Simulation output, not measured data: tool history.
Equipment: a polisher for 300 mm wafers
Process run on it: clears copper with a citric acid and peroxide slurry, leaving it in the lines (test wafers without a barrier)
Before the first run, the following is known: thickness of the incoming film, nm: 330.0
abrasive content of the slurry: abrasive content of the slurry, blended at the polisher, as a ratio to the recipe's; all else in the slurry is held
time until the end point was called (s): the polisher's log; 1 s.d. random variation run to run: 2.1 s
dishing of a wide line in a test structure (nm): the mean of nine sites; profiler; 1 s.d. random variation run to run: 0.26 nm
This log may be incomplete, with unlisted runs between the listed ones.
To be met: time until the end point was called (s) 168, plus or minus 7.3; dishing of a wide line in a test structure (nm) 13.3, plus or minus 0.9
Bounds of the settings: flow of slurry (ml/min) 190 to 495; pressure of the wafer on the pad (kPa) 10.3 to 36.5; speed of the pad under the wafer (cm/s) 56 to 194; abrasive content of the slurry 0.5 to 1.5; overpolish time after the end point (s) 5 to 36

run	day	flow of slurry (ml/min)	pressure of the wafer on the pad (kPa)	speed of the pad under the wafer (cm/s)	abrasive content of the slurry	overpolish time after the end point (s)	time until the end point was called (s)	dishing of a wide line in a test structure (nm)
1	0	320	23.4	124	1	18	120.29	28.904
2	0.308	350	23.4	124	1	18	118.31	28.626
3	0.35	350	23.4	124	0.85	18	128.12	28.032
4	0.596	350	22.1	124	0.85	16	133.85	24.659
5	0.812	350	20.7	124	0.85	14	142.78	20.529
6	0.946	350	20	124	0.85	13	149.38	18.89
7	1.258	350	19.3	124	0.85	12	152.79	17.049
8	1.438	350	18.6	124	0.85	12	158.54	16.83
9	1.567	350	18.6	124	0.85	11	157.06	15.406

5 next moves are on the table. One of them brings every result within its allowed miss. Which?
A	1.696	360	21.4	100	1.1	14	?	?
B	1.696	355	19.3	128	0.75	9	?	?
C	1.696	375	21.4	114	0.8	13	?	?
D	1.696	345	14.5	158	0.7	10	?	?
E	1.696	320	16.5	132	0.65	14	?	?

move	time until the end point was called (s)	dishing of a wide line in a test structure (nm)
A	156.12	18.951
B	155.37	12.976
C	152.89	18.12
D	172.52	12.913
E	186.39	16.22
A: its largest miss is bigger than the last run's
B: puts the biggest miss on target and leaves a different result outside tolerance
C: its largest miss is bigger than the last run's
D: all results land within tolerance of their targets
E: its largest miss is bigger than the last run's
D meets every target.
